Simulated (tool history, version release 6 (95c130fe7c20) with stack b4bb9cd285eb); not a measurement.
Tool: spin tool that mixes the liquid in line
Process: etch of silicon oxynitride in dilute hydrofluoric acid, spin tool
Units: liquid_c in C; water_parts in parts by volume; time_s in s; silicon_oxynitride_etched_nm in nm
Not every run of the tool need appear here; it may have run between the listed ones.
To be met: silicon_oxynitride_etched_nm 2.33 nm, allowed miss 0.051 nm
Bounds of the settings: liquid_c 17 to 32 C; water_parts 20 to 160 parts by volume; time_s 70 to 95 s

| run | hour | liquid_c | water_parts | time_s | silicon_oxynitride_etched_nm |
|---|---|---|---|---|---|
| 1 | 0 | 24 | 90 | 95 | 3.2701 |
| 2 | 8 | 22.5 | 90 | 95 | 3.0355 |
| 3 | 12.3 | 22.5 | 90 | 95 | 3.0332 |
| 4 | 17.5 | 24 | 90 | 95 | 3.2537 |
| 5 | 22.6 | 24 | 120 | 95 | 2.3836 |
| 6 | 26.5 | 26 | 120 | 95 | 2.6184 |
| 7 | 29.1 | 25.5 | 120 | 95 | 2.557 |
| 8 | 35.5 | 25.5 | 120 | 95 | 2.5665 |
| 9 | 40 | 25 | 120 | 95 | 2.4942 |
| 10 | 41.2 | 24.5 | 120 | 95 | 2.4404 |
| 11 | 47.5 | 24 | 120 | 95 | 2.3849 |

5 candidate next runs follow, results not yet known. Just one meets every target within its allowed miss. Identify it.
| A | 53.8 | 19.5 | 90 | 90 | ? |
| B | 53.8 | 24.5 | 120 | 95 | ? |
| C | 53.8 | 24 | 105 | 75 | ? |
| D | 53.8 | 27.5 | 125 | 80 | ? |
| E | 53.8 | 23.5 | 115 | 90 | ? |

| move | silicon_oxynitride_etched_nm |
|---|---|
| A | 2.4676 |
| B | 2.4257 |
| C | 2.1648 |
| D | 2.2398 |
| E | 2.2979 |
A: the biggest miss grows against the last run
B: the biggest miss grows against the last run
C: pushes the last run's worst result past its target
D: pushes the last run's worst result past its target
E: every result lands within tolerance
The right move is E.
